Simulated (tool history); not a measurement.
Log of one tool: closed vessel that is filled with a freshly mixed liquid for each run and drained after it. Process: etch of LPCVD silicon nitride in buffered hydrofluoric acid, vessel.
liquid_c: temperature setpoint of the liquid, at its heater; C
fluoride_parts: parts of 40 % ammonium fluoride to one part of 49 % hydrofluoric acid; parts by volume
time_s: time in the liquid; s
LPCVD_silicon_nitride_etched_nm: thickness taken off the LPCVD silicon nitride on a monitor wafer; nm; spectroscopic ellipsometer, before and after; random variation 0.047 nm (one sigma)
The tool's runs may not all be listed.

run	hour	liquid_c	fluoride_parts	time_s	LPCVD_silicon_nitride_etched_nm
1	0.0	24.0	10.0	660	10.0370
2	2.8	22.0	10.0	660	9.0118
3	10.0	22.0	10.0	660	8.9145
4	11.9	20.5	10.0	660	8.1789
5	13.5	22.0	10.0	660	8.9133
6	20.7	22.0	10.0	660	9.0310
7	24.4	20.5	10.0	660	8.1665

Forecast run 8:
8	30.2	20.5	10.0	660	?

{"run 8": {"LPCVD_silicon_nitride_etched_nm": 8.1727}}
